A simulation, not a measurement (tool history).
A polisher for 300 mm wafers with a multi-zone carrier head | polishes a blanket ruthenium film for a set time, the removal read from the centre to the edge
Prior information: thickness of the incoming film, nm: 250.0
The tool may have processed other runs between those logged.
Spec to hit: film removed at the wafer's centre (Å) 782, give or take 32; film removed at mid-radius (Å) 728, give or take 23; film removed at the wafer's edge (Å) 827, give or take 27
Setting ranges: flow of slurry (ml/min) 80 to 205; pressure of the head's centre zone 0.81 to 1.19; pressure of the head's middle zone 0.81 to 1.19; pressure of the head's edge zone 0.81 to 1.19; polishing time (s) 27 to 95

run	hour	flow of slurry (ml/min)	pressure of the head's centre zone	pressure of the head's middle zone	pressure of the head's edge zone	polishing time (s)	film removed at the wafer's centre (Å)	film removed at mid-radius (Å)	film removed at the wafer's edge (Å)
1	0	135	1	1	1	61	629.13	656.44	648
2	8.4	145	1.01	0.98	1.05	63	676.63	679.76	699.11
3	12.7	165	1.01	0.98	1.05	63	685.67	678.11	708.26
4	17.2	170	1.02	0.98	1.09	64	724.84	703.46	724.61
5	18.9	145	1.02	0.98	1.09	64	702.01	686.11	707.22
6	25.3	155	1.01	0.96	1.11	66	716.84	704.14	752.58
7	33.4	160	1.01	0.95	1.13	67	738.58	712.37	788.29
8	38.6	180	1.03	0.94	1.16	67	775.48	720.75	803.01

Below are 5 possible settings for the next run. Only one of them brings all results inside the allowed miss of their targets. Which is it?
A	43.8	185	1.02	0.94	1.18	65	?	?	?
B	43.8	165	1.02	0.92	1.19	70	?	?	?
C	43.8	180	1.09	1.04	1.17	63	?	?	?
D	43.8	190	1.07	0.85	1.18	67	?	?	?
E	43.8	175	1.05	0.86	1.19	69	?	?	?

move	film removed at the wafer's centre (Å)	film removed at mid-radius (Å)	film removed at the wafer's edge (Å)
A	736.11	696.86	779.65
B	775.28	724.72	831.09
C	759.41	722.52	749.26
D	799.6	672.53	807
E	795.86	688.83	826.07
A: moves away from the targets compared with the last run
B: all results land within tolerance of their targets
C: moves away from the targets compared with the last run
D: gets the furthest-off result to its target, but another result is out of tolerance
E: gets the furthest-off result to its target, but another result is out of tolerance
Correct choice: B, which meets every target
